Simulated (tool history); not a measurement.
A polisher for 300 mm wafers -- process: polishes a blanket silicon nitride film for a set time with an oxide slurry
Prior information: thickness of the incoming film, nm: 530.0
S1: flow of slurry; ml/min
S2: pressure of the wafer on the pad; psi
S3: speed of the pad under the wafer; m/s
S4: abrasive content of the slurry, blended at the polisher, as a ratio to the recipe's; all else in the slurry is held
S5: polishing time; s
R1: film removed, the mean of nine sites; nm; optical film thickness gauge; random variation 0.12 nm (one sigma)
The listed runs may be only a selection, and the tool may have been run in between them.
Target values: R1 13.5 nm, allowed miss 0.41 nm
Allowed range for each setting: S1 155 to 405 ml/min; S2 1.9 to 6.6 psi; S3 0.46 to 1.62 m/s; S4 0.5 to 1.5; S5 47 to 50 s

run,hour,S1,S2,S3,S4,S5,R1
1,0,260,4.2,1.04,1,47,39.127
2,1.9,260,5.1,1.04,1,47,47.437
3,9.1,210,5.1,1.04,1,47,46.024
4,11.2,210,5.1,0.86,1,47,39.867
5,17.9,210,5.1,1,1,47,44.688
6,19.4,205,4.2,0.84,0.95,47,31.01
7,26.4,205,4.2,0.84,0.95,47,31.041
8,31.7,200,3.5,0.74,0.95,47,23.424
9,35.5,195,3,0.7,0.95,47,19.19
10,43.3,190,2.7,0.7,0.95,47,17.46
11,44.1,185,2.5,0.7,0.95,47,16.239
12,50.8,180,2.3,0.7,0.95,47,14.889

5 candidate next runs follow, results not yet known. Just one meets every target within its allowed miss. Identify it.
A,57.5,205,2.7,0.5,0.9,49,?
B,57.5,160,3.2,0.54,0.95,50,?
C,57.5,165,2.6,0.72,0.85,49,?
D,57.5,175,2.5,0.66,0.75,47,?
E,57.5,220,2.4,0.92,0.6,49,?

move,R1
A,13.403
B,17.436
C,16.199
D,12.485
E,12.611
A: hits every target within its allowed miss
B: the biggest miss grows against the last run
C: the biggest miss grows against the last run
D: moves the result that the last run missed by most past its target, out the other side
E: moves the result that the last run missed by most past its target, out the other side
The move that meets every target is A.
